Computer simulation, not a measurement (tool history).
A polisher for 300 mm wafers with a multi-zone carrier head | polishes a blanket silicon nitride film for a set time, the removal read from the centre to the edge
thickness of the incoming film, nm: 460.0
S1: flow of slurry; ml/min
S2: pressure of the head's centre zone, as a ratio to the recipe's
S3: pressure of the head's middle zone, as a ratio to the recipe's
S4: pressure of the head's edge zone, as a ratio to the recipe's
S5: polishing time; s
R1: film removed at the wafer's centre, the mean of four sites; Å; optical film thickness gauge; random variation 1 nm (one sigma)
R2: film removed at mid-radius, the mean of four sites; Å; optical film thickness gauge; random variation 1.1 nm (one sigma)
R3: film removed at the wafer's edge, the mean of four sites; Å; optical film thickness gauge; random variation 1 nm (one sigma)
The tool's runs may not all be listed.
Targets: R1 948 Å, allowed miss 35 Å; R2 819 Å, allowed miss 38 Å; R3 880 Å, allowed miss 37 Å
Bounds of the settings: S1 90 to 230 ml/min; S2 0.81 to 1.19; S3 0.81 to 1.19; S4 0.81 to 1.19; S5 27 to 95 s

run    day   S1    S2    S3    S4  S5      R1      R2      R3
  1      0  150     1     1     1  61  1055.7  1087.6  1103.9
  2  0.221  150     1     1     1  74  1288.4  1324.2  1328.4
  3  0.388  145  1.02  0.96  0.96  67    1187  1164.8  1169.9
  4  0.612  140  1.03  0.92  0.95  62  1088.7    1032  1070.9
  5  0.708  135  1.04  0.89  0.93  59    1037  957.49  1016.9
  6  1.017  130  1.05  0.87  0.91  57  1007.7   884.4  938.32
  7  1.342  120  1.05  0.86   0.9  57  992.89  875.58  918.45
  8  1.554  115  1.05  0.85   0.9  57  987.07  835.76  940.92
  9  1.704  115  1.05  0.85  0.88  57  963.94  837.97  936.61

Which of these 4 next moves meets every target?
  A  1.854  120  1.03  0.82  0.94  56   ?   ?   ?
  B  1.854  125  1.15  0.83  0.86  53   ?   ?   ?
  C  1.854   90  1.07  0.85  0.81  59   ?   ?   ?
  D  1.854  110  1.01  0.81  0.89  61   ?   ?   ?

move      R1      R2      R3
   A  941.31  806.94  946.73
   B  998.89  777.62  865.29
   C  949.13  816.74  889.06
   D  984.33  853.68  992.29
A: further off than the last run
B: brings the result that was furthest off to its target, and leaves another outside
C: meets every target
D: further off than the last run
Answer: C
